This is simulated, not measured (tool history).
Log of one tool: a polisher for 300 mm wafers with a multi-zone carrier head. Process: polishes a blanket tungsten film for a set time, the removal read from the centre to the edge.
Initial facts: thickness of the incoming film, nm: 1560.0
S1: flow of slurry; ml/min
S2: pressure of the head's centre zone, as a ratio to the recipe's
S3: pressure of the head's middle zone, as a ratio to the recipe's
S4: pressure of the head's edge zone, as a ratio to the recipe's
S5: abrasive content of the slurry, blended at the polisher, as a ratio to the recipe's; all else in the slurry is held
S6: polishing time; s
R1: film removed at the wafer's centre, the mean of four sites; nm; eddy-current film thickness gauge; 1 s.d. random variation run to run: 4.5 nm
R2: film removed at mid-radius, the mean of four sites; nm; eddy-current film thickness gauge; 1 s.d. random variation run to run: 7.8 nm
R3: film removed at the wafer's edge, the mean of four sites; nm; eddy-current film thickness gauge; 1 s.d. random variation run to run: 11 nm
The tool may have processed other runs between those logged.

run 1 hour=0 | S1=125 S2=1 S3=1 S4=1 S5=1 S6=73 | R1=550.99 R2=544.46 R3=535.22
run 2 hour=8.8 | S1=125 S2=1 S3=1.06 S4=1 S5=1 S6=73 | R1=542.13 R2=573.65 R3=549.05
run 3 hour=15.3 | S1=140 S2=1 S3=1.06 S4=1 S5=1 S6=73 | R1=556.25 R2=576.04 R3=543.06
run 4 hour=18.4 | S1=140 S2=1 S3=1.06 S4=1 S5=1 S6=56 | R1=434.6 R2=440.02 R3=423.09
run 5 hour=20.4 | S1=140 S2=1 S3=1.06 S4=0.94 S5=1 S6=56 | R1=426 R2=444.89 R3=405.8
run 6 hour=28.6 | S1=140 S2=1 S3=1.06 S4=0.94 S5=1 S6=69 | R1=530.65 R2=542.03 R3=499.35

Run 7 has not been measured yet. What should we expect?
run 7 hour=36.8 | S1=130 S2=1.02 S3=1.07 S4=1.03 S5=1.15 S6=73 | R1=? R2=? R3=?

Logged for run 7: R1 576.95 nm, R2 582.39 nm, R3 563.6 nm.
